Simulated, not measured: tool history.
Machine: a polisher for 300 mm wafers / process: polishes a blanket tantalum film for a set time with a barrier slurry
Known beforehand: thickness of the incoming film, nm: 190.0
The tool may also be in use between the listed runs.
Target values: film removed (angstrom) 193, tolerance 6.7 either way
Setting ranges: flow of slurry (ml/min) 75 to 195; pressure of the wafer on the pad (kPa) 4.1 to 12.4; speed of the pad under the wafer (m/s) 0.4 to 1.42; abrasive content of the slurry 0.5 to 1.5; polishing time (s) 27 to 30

run  hour  flow of slurry (ml/min)  pressure of the wafer on the pad (kPa)  speed of the pad under the wafer (m/s)  abrasive content of the slurry  polishing time (s)  film removed (angstrom)
  1     0                      125                                     8.3                                     0.9                               1                  30                   307.76
  2     8                      155                                     8.3                                     0.9                               1                  30                   327.43
  3  14.7                      150                                     7.6                                     0.9                               1                  30                   295.85
  4    23                      150                                     7.6                                    1.08                               1                  30                    349.5
  5  25.9                      135                                     7.6                                    1.08                               1                  30                   345.13
  6  30.8                      145                                     7.6                                    1.08                               1                  30                   350.13
  7  35.5                      140                                     6.9                                    1.06                               1                  30                   318.74
  8  37.3                      135                                     6.2                                    1.04                               1                  30                   281.58
  9  40.9                      130                                     6.2                                    1.02                               1                  30                   278.09
 10  44.8                      130                                     6.2                                       1                               1                  30                   270.05
 11  48.7                      125                                     6.2                                       1                               1                  30                   262.74
 12  54.2                      120                                     6.2                                       1                               1                  30                   263.91

Pick the move, out of 5, that brings all results within their allowed miss; only one does.
  A  59.7                      135                                     4.1                                       1                            1.15                  29                        ?
  B  59.7                      105                                     4.8                                    0.88                               1                  28                        ?
  C  59.7                      125                                     8.3                                     1.2                            1.15                  27                        ?
  D  59.7                      145                                     4.8                                    0.88                             0.9                  27                        ?
  E  59.7                      115                                     4.8                                    0.82                            0.95                  27                        ?

move  film removed (angstrom)
   A                   193.33
   B                   168.38
   C                   391.18
   D                   165.97
   E                   151.56
A: all results land within tolerance of their targets
B: carries the result that was furthest off beyond its target, to the other side
C: lands further from the targets than the last run did
D: carries the result that was furthest off beyond its target, to the other side
E: carries the result that was furthest off beyond its target, to the other side
A is the move that brings every result within its allowed miss.

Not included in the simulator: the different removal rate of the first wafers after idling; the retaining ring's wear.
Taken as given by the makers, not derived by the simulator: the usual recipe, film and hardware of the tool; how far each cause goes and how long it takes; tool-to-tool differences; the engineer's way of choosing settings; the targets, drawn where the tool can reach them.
